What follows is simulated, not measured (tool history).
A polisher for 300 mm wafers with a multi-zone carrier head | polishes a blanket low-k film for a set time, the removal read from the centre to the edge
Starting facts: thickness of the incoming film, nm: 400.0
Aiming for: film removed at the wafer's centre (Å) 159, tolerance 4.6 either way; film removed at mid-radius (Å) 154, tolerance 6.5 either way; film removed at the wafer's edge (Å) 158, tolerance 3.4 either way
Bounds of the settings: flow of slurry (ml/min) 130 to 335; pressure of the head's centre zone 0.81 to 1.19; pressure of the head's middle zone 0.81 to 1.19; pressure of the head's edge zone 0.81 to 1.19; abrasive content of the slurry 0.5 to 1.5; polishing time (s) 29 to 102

run,day,flow of slurry (ml/min),pressure of the head's centre zone,pressure of the head's middle zone,pressure of the head's edge zone,abrasive content of the slurry,polishing time (s),film removed at the wafer's centre (Å),film removed at mid-radius (Å),film removed at the wafer's edge (Å)
1,0,215,1,1,1,1,65,227.44,220.85,222.2
2,0.375,165,1,1,1,1,65,220.87,213.09,218.65
3,0.542,170,0.98,0.98,0.97,0.9,64,205.71,206.19,205.08
4,0.771,150,0.98,0.98,0.97,0.9,64,200.83,197.7,203.74
5,0.883,150,0.98,0.98,0.94,0.9,64,204.39,199.14,198.49
6,1.162,185,0.98,0.98,0.94,0.9,64,206.82,199.39,206.92
7,1.329,185,0.98,0.98,0.94,0.9,64,210.37,204.26,202.8
8,1.475,180,0.97,0.95,0.92,0.8,63,196.93,192.97,192.53
9,1.612,170,0.96,0.92,0.91,0.75,62,187.02,179.3,183.22
10,1.638,165,0.95,0.9,0.9,0.7,62,177.7,170.84,181.05
11,1.667,160,0.95,0.9,0.88,0.65,62,174.67,170.64,172.59

Below are 4 possible settings for the next run. Only one of them brings all results inside the allowed miss of their targets. Which is it?
A,1.696,265,0.87,1.04,0.94,0.6,56,?,?,?
B,1.696,215,1.02,1.07,0.84,0.6,54,?,?,?
C,1.696,150,0.96,0.94,0.91,0.75,54,?,?,?
D,1.696,175,0.99,0.92,0.88,0.6,60,?,?,?

move,film removed at the wafer's centre (Å),film removed at mid-radius (Å),film removed at the wafer's edge (Å)
A,151.08,169.19,162.88
B,167.27,162.55,146.94
C,159.95,153.91,157.54
D,175.85,161.7,164.26
A: closer than the last run, but not yet in spec
B: the result that was furthest off in the last run now lies on the other side of its target
C: all results land within tolerance of their targets
D: closer than the last run, but not yet in spec
Move C is the one to make.
